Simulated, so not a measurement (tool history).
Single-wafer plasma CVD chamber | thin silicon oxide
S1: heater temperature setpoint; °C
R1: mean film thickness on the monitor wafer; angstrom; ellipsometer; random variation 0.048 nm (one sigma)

Run 1, hour 0: S1 420 °C, chamber pressure (Torr) 0.787, RF power (kW) 0.34, deposition time (s) 8.73. Result: R1 161.11 angstrom.
Run 2, hour 4.3: S1 420 °C, chamber pressure (Torr) 0.787, RF power (kW) 0.295, deposition time (s) 8.73. Result: R1 155.13 angstrom.
Run 3, hour 7.6: S1 420 °C, chamber pressure (Torr) 0.824, RF power (kW) 0.295, deposition time (s) 8.73. Result: R1 160.53 angstrom.
Run 4, hour 15.8: S1 420 °C, chamber pressure (Torr) 0.859, RF power (kW) 0.295, deposition time (s) 8.73. Result: R1 164.92 angstrom.
Run 5, hour 22.3: S1 420 °C, chamber pressure (Torr) 0.895, RF power (kW) 0.295, deposition time (s) 8.73. Result: R1 170.15 angstrom.
At hour 26.2: capacitance manometer re-zeroed and calibrated.
Run 6, hour 26.2: S1 420 °C, chamber pressure (Torr) 0.926, RF power (kW) 0.295, deposition time (s) 8.73. Result: R1 178.92 angstrom.
Run 7, hour 27.6: S1 420 °C, chamber pressure (Torr) 0.944, RF power (kW) 0.295, deposition time (s) 8.73. Result: R1 180.62 angstrom.
Run 8, hour 33.4: S1 420 °C, chamber pressure (Torr) 0.962, RF power (kW) 0.295, deposition time (s) 8.73. Result: R1 182.84 angstrom.
Run 9, hour 41.2: S1 420 °C, chamber pressure (Torr) 0.979, RF power (kW) 0.295, deposition time (s) 8.73. Result: R1 185.31 angstrom.

Forecast run 10:
Run 10, hour 46.8: S1 420 °C, chamber pressure (Torr) 0.994, RF power (kW) 0.295, deposition time (s) 8.73. Result: R1 ?.

R1: 185.98 angstrom

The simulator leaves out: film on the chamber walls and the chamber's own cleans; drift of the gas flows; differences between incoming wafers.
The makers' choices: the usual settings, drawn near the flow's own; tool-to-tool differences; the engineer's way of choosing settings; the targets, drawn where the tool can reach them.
